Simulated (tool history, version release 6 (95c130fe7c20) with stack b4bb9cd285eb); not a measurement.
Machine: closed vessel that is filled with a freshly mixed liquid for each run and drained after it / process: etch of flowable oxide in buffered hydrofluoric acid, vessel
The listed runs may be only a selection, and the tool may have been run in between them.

run,hour,temperature setpoint of the liquid (K),parts of 40 % ammonium fluoride to one part of 49 % hydrofluoric acid (parts by volume),time in the liquid (s),thickness taken off the flowable oxide on a monitor wafer (angstrom)
1,0.0,295.15,13,95,2035.1
2,3.0,294.65,13,95,2008.7
3,8.8,294.15,13,95,1957.2
4,10.3,294.15,13,100,2004.9
5,11.1,294.15,13,95,1930.8
6,15.2,293.65,13,95,1868.8
7,20.0,293.15,13,95,1823.7

The next listed run, before its measurement:
8,26.0,292.65,13,95,?

{"run 8": {"thickness taken off the flowable oxide on a monitor wafer (angstrom)": 1778.3}}
